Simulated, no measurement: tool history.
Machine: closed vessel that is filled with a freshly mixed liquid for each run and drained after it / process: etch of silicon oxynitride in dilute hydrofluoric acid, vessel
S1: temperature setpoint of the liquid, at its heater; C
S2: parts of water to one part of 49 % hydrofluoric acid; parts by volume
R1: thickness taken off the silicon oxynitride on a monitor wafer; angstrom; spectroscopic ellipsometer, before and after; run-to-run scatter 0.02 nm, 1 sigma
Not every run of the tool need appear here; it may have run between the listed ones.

run 1 hour=0 | S1=25 S2=240 time_in_the_liquid_(s)=875 | R1=47.153
run 2 hour=3.5 | S1=26 S2=240 time_in_the_liquid_(s)=875 | R1=49.464
run 3 hour=10.5 | S1=26 S2=185 time_in_the_liquid_(s)=875 | R1=67.225
run 4 hour=14.1 | S1=26 S2=155 time_in_the_liquid_(s)=875 | R1=81.288
run 5 hour=18.1 | S1=25 S2=155 time_in_the_liquid_(s)=875 | R1=77.661
run 6 hour=19 | S1=24 S2=155 time_in_the_liquid_(s)=875 | R1=74.508
run 7 hour=22.9 | S1=23 S2=155 time_in_the_liquid_(s)=875 | R1=70.762
run 8 hour=27.5 | S1=22.5 S2=155 time_in_the_liquid_(s)=875 | R1=69.258
run 9 hour=35.1 | S1=22 S2=155 time_in_the_liquid_(s)=875 | R1=67.711
run 10 hour=43.1 | S1=21.5 S2=155 time_in_the_liquid_(s)=875 | R1=65.936
run 11 hour=49.5 | S1=21.5 S2=155 time_in_the_liquid_(s)=875 | R1=66.055
run 12 hour=51.9 | S1=19.5 S2=155 time_in_the_liquid_(s)=875 | R1=60.048

Expected results for the next run?
run 13 hour=52.7 | S1=19.5 S2=155 time_in_the_liquid_(s)=875 | R1=?

{"run 13": {"R1": 60.179}}
